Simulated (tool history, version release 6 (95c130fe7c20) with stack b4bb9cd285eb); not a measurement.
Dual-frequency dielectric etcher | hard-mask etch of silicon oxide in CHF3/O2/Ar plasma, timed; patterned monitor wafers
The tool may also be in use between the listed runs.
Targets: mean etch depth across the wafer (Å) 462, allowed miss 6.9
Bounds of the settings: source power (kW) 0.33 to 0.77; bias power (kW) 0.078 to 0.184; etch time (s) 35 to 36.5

run	hour	source power (kW)	bias power (kW)	etch time (s)	mean etch depth across the wafer (Å)
1	0	0.55	0.131	35	565.48
2	7.6	0.55	0.131	36.5	592.72
3	9.8	0.55	0.154	36.5	632.24
4	10.4	0.5	0.14	36.5	578.49
5	17.6	0.43	0.14	36.5	534.21
6	24.7	0.41	0.137	36.5	517.43
7	26.8	0.39	0.135	36.5	496.22
8	29.5	0.38	0.135	36.5	489.69
9	32.3	0.37	0.135	36.5	484.51
10	40.3	0.36	0.135	36.5	474.41

4 next moves are on the table. One of them brings every result within its allowed miss. Which?
A	48.3	0.36	0.151	35	?
B	48.3	0.33	0.143	35.5	?
C	48.3	0.38	0.121	36	?
D	48.3	0.39	0.13	36	?

move	mean etch depth across the wafer (Å)
A	478.66
B	447.66
C	460.66
D	483.26
A: further off than the last run
B: takes the result that was furthest off past its target
C: meets every target
D: further off than the last run
The right move is C.

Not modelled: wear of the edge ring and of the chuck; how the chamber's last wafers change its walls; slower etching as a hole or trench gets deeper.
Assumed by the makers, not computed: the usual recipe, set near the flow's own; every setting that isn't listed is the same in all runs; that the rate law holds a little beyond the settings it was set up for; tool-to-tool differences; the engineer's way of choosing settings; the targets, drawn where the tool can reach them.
